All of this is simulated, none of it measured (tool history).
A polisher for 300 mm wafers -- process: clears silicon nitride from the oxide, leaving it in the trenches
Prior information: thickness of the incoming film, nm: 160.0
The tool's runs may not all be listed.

| run | hour | flow of slurry (ml/min) | pressure of the wafer on the pad (kPa) | speed of the pad under the wafer (cm/s) | overpolish time after the end point (s) | time until the end point was called (s) |
|---|---|---|---|---|---|---|
| 1 | 0.0 | 295 | 20.0 | 108 | 13 | 170.10 |
| 2 | 4.3 | 295 | 21.4 | 108 | 13 | 152.15 |
| 3 | 10.2 | 295 | 24.1 | 108 | 13 | 143.64 |
| 4 | 13.2 | 295 | 24.8 | 110 | 13 | 133.50 |
| 5 | 18.2 | 295 | 24.8 | 98 | 13 | 150.54 |
| 6 | 25.1 | 295 | 25.5 | 100 | 13 | 141.57 |
| 7 | 30.3 | 295 | 26.2 | 100 | 13 | 141.77 |

What does the tool deliver on the next run?
| 8 | 37.7 | 295 | 26.9 | 102 | 13 | ? |

Run 8 gave time until the end point was called (s) 132.61.

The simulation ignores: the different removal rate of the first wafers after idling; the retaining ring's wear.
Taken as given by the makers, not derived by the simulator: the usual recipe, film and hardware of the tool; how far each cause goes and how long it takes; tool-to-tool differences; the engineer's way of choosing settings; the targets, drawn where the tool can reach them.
